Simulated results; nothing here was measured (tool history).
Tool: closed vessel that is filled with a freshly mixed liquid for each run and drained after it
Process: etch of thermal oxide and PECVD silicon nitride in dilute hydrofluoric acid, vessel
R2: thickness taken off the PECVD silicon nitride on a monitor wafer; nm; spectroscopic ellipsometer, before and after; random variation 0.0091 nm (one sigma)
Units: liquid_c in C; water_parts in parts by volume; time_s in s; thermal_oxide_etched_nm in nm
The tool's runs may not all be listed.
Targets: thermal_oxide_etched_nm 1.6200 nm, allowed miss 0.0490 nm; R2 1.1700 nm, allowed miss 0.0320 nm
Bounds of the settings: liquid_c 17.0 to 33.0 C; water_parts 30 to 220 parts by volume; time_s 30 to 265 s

Run 1, hour 0.0: liquid_c 25.0 C, water_parts 125 parts by volume, time_s 135 s. Result: thermal_oxide_etched_nm 4.3939 nm, R2 3.0083 nm.
Run 2, hour 6.6: liquid_c 25.0 C, water_parts 125 parts by volume, time_s 180 s. Result: thermal_oxide_etched_nm 5.8302 nm, R2 3.9925 nm.
Run 3, hour 12.7: liquid_c 26.5 C, water_parts 125 parts by volume, time_s 180 s. Result: thermal_oxide_etched_nm 6.2463 nm, R2 4.4145 nm.
Run 4, hour 20.9: liquid_c 24.5 C, water_parts 125 parts by volume, time_s 180 s. Result: thermal_oxide_etched_nm 5.7572 nm, R2 3.8807 nm.
Run 5, hour 30.1: liquid_c 24.0 C, water_parts 150 parts by volume, time_s 170 s. Result: thermal_oxide_etched_nm 4.3063 nm, R2 2.9487 nm.
Run 6, hour 39.1: liquid_c 26.0 C, water_parts 150 parts by volume, time_s 170 s. Result: thermal_oxide_etched_nm 4.7293 nm, R2 3.3488 nm.
Run 7, hour 46.1: liquid_c 25.0 C, water_parts 170 parts by volume, time_s 155 s. Result: thermal_oxide_etched_nm 3.4894 nm, R2 2.5393 nm.
Run 8, hour 50.4: liquid_c 24.0 C, water_parts 185 parts by volume, time_s 150 s. Result: thermal_oxide_etched_nm 2.9681 nm, R2 2.1231 nm.
Run 9, hour 57.0: liquid_c 23.5 C, water_parts 195 parts by volume, time_s 140 s. Result: thermal_oxide_etched_nm 2.5501 nm, R2 1.8107 nm.
Run 10, hour 62.8: liquid_c 23.5 C, water_parts 200 parts by volume, time_s 130 s. Result: thermal_oxide_etched_nm 2.2893 nm, R2 1.6386 nm.
Run 11, hour 66.9: liquid_c 23.5 C, water_parts 205 parts by volume, time_s 125 s. Result: thermal_oxide_etched_nm 2.1747 nm, R2 1.5379 nm.
At hour 68.4: thermometer replaced.
Run 12, hour 68.4: liquid_c 23.5 C, water_parts 210 parts by volume, time_s 120 s. Result: thermal_oxide_etched_nm 2.1587 nm, R2 1.6158 nm.
Run 13, hour 74.5: liquid_c 23.0 C, water_parts 215 parts by volume, time_s 115 s. Result: thermal_oxide_etched_nm 1.9674 nm, R2 1.5053 nm.

4 next moves are on the table. One of them brings every result within its allowed miss. Which?
Run A, hour 80.6: liquid_c 19.0 C, water_parts 220 parts by volume, time_s 120 s. Result: thermal_oxide_etched_nm ?, R2 ?.
Run B, hour 80.6: liquid_c 19.0 C, water_parts 220 parts by volume, time_s 125 s. Result: thermal_oxide_etched_nm ?, R2 ?.
Run C, hour 80.6: liquid_c 21.0 C, water_parts 220 parts by volume, time_s 115 s. Result: thermal_oxide_etched_nm ?, R2 ?.
Run D, hour 80.6: liquid_c 21.0 C, water_parts 220 parts by volume, time_s 105 s. Result: thermal_oxide_etched_nm ?, R2 ?.

move  thermal_oxide_etched_nm      R2
   A                   1.7108  1.1818
   B                   1.7821  1.2310
   C                   1.7696  1.2902
   D                   1.6157  1.1780
A: brings the result that was furthest off to its target, and leaves another outside
B: nearer than the last run, and not there yet
C: nearer than the last run, and not there yet
D: meets every target
The right move is D.

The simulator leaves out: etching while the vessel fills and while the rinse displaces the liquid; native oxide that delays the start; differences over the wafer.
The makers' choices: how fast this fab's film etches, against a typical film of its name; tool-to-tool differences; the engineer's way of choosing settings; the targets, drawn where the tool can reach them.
